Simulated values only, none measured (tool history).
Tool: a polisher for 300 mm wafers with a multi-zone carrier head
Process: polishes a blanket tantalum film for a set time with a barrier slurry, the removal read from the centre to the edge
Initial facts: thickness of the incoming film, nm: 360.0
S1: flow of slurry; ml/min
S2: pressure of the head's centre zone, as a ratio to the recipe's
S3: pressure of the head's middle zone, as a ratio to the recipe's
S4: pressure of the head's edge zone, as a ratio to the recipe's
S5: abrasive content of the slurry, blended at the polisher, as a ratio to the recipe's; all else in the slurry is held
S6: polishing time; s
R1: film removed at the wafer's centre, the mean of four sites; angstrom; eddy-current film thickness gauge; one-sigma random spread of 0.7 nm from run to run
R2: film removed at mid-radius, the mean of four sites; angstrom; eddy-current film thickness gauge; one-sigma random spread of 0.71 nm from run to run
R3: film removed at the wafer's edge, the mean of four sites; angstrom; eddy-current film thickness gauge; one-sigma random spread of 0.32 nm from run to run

Run 1, day 0: S1 290 ml/min, S2 1, S3 1, S4 1, S5 1, S6 33 s. Result: R1 647.66 angstrom, R2 664.02 angstrom, R3 660.33 angstrom.
Run 2, day 0.092: S1 290 ml/min, S2 1, S3 1, S4 1, S5 0.85, S6 33 s. Result: R1 619.08 angstrom, R2 625.83 angstrom, R3 619.95 angstrom.
Run 3, day 0.262: S1 290 ml/min, S2 1.01, S3 1.01, S4 0.98, S5 0.8, S6 33 s. Result: R1 616.95 angstrom, R2 596.21 angstrom, R3 592.54 angstrom.
Run 4, day 0.4: S1 335 ml/min, S2 1.01, S3 1.01, S4 0.98, S5 0.8, S6 33 s. Result: R1 617.02 angstrom, R2 615.96 angstrom, R3 595.62 angstrom.
Run 5, day 0.679: S1 335 ml/min, S2 1.01, S3 1.01, S4 0.98, S5 0.7, S6 33 s. Result: R1 577.86 angstrom, R2 567.82 angstrom, R3 569.09 angstrom.
Run 6, day 0.75: S1 335 ml/min, S2 1.01, S3 1.02, S4 0.96, S5 0.7, S6 33 s. Result: R1 581.86 angstrom, R2 582.34 angstrom, R3 567.25 angstrom.
Run 7, day 0.838: S1 310 ml/min, S2 1.09, S3 1.07, S4 0.86, S5 0.5, S6 33 s. Result: R1 510.81 angstrom, R2 494.86 angstrom, R3 432.98 angstrom.
Run 8, day 1.192: S1 315 ml/min, S2 1.1, S3 1.08, S4 0.87, S5 0.5, S6 33 s. Result: R1 517.35 angstrom, R2 503.11 angstrom, R3 431.88 angstrom.
Run 9, day 1.554: S1 320 ml/min, S2 1.1, S3 1.09, S4 0.88, S5 0.5, S6 33 s. Result: R1 520.77 angstrom, R2 504.6 angstrom, R3 436.92 angstrom.
Run 10, day 1.667: S1 325 ml/min, S2 1.1, S3 1.1, S4 0.89, S5 0.5, S6 33 s. Result: R1 522.68 angstrom, R2 501.01 angstrom, R3 439.96 angstrom.
Run 11, day 1.929: S1 325 ml/min, S2 1.1, S3 1.11, S4 0.89, S5 0.55, S6 33 s. Result: R1 550.39 angstrom, R2 545.2 angstrom, R3 471.2 angstrom.
Run 12, day 2.05: S1 335 ml/min, S2 1.1, S3 1.11, S4 0.89, S5 0.55, S6 33 s. Result: R1 553.2 angstrom, R2 546.73 angstrom, R3 472.08 angstrom.
Run 13, day 2.317: S1 365 ml/min, S2 1.14, S3 1.17, S4 0.96, S5 0.65, S6 33 s. Result: R1 647.04 angstrom, R2 642.64 angstrom, R3 537.25 angstrom.
Run 14, day 2.504: S1 355 ml/min, S2 1.14, S3 1.17, S4 0.96, S5 0.65, S6 33 s. Result: R1 637.69 angstrom, R2 621.45 angstrom, R3 539.29 angstrom.
Run 15, day 2.721: S1 350 ml/min, S2 1.14, S3 1.17, S4 0.95, S5 0.65, S6 33 s. Result: R1 631.81 angstrom, R2 619.88 angstrom, R3 537.53 angstrom.
Run 16, day 2.833: S1 345 ml/min, S2 1.14, S3 1.17, S4 0.94, S5 0.65, S6 33 s. Result: R1 640.79 angstrom, R2 622.96 angstrom, R3 538.3 angstrom.
Run 17, day 3.146: S1 345 ml/min, S2 1.13, S3 1.16, S4 0.93, S5 0.65, S6 33 s. Result: R1 637.34 angstrom, R2 618.48 angstrom, R3 533.36 angstrom.
Run 18, day 3.458: S1 300 ml/min, S2 1.07, S3 1.13, S4 0.85, S5 0.6, S6 33 s. Result: R1 555.55 angstrom, R2 581.39 angstrom, R3 483.43 angstrom.
Run 19, day 3.496: S1 305 ml/min, S2 1.08, S3 1.13, S4 0.86, S5 0.6, S6 33 s. Result: R1 565.25 angstrom, R2 574.3 angstrom, R3 482.88 angstrom.

Run 20 is up next; what results do you expect?
Run 20, day 3.588: S1 325 ml/min, S2 1.1, S3 1.15, S4 0.91, S5 0.65, S6 33 s. Result: R1 ?, R2 ?, R3 ?.

For run 20 the tool returned R1 603.27 angstrom, R2 619.57 angstrom, R3 522.31 angstrom.

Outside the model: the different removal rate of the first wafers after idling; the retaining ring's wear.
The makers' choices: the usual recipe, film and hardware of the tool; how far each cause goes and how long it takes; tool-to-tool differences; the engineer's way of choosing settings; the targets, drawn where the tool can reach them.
